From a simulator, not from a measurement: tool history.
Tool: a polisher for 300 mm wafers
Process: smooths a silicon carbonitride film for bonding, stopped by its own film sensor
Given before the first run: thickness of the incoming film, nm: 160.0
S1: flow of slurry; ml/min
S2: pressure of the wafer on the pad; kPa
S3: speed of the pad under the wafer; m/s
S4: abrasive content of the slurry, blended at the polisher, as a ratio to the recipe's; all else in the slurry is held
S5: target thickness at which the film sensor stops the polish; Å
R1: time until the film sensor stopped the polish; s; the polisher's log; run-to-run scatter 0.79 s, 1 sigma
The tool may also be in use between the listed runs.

run 1 hour=0 | S1=250 S2=18.6 S3=0.68 S4=1 S5=1510 | R1=35.467
run 2 hour=6.4 | S1=220 S2=18.6 S3=0.68 S4=1 S5=1510 | R1=37.275
run 3 hour=14.4 | S1=215 S2=17.2 S3=0.66 S4=1 S5=1510 | R1=40.843
run 4 hour=16.2 | S1=210 S2=16.5 S3=0.64 S4=1 S5=1510 | R1=43.69
run 5 hour=24.5 | S1=210 S2=13.8 S3=0.64 S4=1 S5=1510 | R1=51.681
run 6 hour=30.6 | S1=210 S2=13.8 S3=0.64 S4=1 S5=1510 | R1=51.452
run 7 hour=36.5 | S1=205 S2=13.1 S3=0.64 S4=1 S5=1510 | R1=54.214

Run 8, settings as shown, results not yet in. Your forecast:
run 8 hour=38.9 | S1=205 S2=12.4 S3=0.64 S4=1 S5=1510 | R1=?

R1: 57.17 s

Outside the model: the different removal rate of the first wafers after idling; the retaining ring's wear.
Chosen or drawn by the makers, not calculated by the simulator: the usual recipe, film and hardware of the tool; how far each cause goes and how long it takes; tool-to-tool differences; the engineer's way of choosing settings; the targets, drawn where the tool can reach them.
